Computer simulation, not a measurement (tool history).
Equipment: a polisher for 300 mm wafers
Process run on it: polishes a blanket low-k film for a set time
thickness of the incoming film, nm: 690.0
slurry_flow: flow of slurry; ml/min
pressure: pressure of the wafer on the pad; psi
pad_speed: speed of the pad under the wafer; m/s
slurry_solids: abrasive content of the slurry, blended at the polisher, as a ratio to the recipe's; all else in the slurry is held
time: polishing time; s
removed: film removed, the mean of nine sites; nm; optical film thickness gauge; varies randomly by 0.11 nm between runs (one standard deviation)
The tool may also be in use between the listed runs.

run,hour,slurry_flow,pressure,pad_speed,slurry_solids,time,removed
1,0.0,165,2.2,0.84,1.0,24,8.3429
2,6.1,165,2.2,0.84,1.0,24,8.3025
3,11.5,170,2.3,0.84,1.0,24,8.7387
4,17.0,170,2.3,0.84,0.9,24,8.0886
5,22.5,170,2.3,0.84,0.7,24,7.0580
6,27.0,170,2.3,0.84,0.7,21,6.2473
7,28.7,175,2.5,0.86,0.7,21,6.8477

Run 8 has not been measured yet. What should we expect?
8,31.4,175,2.5,0.86,0.7,21,?

{"run 8": {"removed": 6.7903}}
